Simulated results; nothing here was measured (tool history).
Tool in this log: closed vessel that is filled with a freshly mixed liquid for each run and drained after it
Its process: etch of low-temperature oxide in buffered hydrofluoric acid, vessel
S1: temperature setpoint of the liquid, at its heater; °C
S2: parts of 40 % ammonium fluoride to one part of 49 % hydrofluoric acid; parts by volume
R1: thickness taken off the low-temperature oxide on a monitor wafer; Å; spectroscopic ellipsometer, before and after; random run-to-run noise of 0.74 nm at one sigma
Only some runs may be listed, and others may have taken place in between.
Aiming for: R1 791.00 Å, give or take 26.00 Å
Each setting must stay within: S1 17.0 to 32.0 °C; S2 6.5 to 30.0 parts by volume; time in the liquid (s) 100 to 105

Run 1, day 0.000: S1 24.0 °C, S2 18.5 parts by volume, time in the liquid (s) 100. Result: R1 1184.80 Å.
Run 2, day 0.021: S1 22.5 °C, S2 18.5 parts by volume, time in the liquid (s) 100. Result: R1 1105.30 Å.
Run 3, day 0.304: S1 21.5 °C, S2 19.0 parts by volume, time in the liquid (s) 100. Result: R1 1009.30 Å.
Run 4, day 0.667: S1 21.5 °C, S2 16.0 parts by volume, time in the liquid (s) 100. Result: R1 1205.40 Å.
Run 5, day 0.938: S1 19.0 °C, S2 16.0 parts by volume, time in the liquid (s) 100. Result: R1 1041.00 Å.
Run 6, day 1.188: S1 17.0 °C, S2 16.0 parts by volume, time in the liquid (s) 100. Result: R1 941.27 Å.
Run 7, day 1.258: S1 17.0 °C, S2 16.5 parts by volume, time in the liquid (s) 100. Result: R1 900.97 Å.
Run 8, day 1.354: S1 17.0 °C, S2 17.0 parts by volume, time in the liquid (s) 100. Result: R1 884.02 Å.
Run 9, day 1.642: S1 17.0 °C, S2 17.5 parts by volume, time in the liquid (s) 100. Result: R1 856.25 Å.
Run 10, day 1.904: S1 17.0 °C, S2 18.0 parts by volume, time in the liquid (s) 100. Result: R1 829.43 Å.

Exactly one of the 5 candidate moves below puts every result within its allowed miss. Which one?
Run A, day 2.167: S1 17.0 °C, S2 18.0 parts by volume, time in the liquid (s) 105. Result: R1 ?.
Run B, day 2.167: S1 17.0 °C, S2 19.0 parts by volume, time in the liquid (s) 100. Result: R1 ?.
Run C, day 2.167: S1 17.0 °C, S2 18.5 parts by volume, time in the liquid (s) 105. Result: R1 ?.
Run D, day 2.167: S1 17.0 °C, S2 17.5 parts by volume, time in the liquid (s) 105. Result: R1 ?.
Run E, day 2.167: S1 19.0 °C, S2 20.5 parts by volume, time in the liquid (s) 105. Result: R1 ?.

move      R1
   A  861.05
   B  777.37
   C  838.05
   D  885.35
   E  854.68
A: lands further from the targets than the last run did
B: in spec on every target
C: lands further from the targets than the last run did
D: lands further from the targets than the last run did
E: lands further from the targets than the last run did
Move B is the one to make.

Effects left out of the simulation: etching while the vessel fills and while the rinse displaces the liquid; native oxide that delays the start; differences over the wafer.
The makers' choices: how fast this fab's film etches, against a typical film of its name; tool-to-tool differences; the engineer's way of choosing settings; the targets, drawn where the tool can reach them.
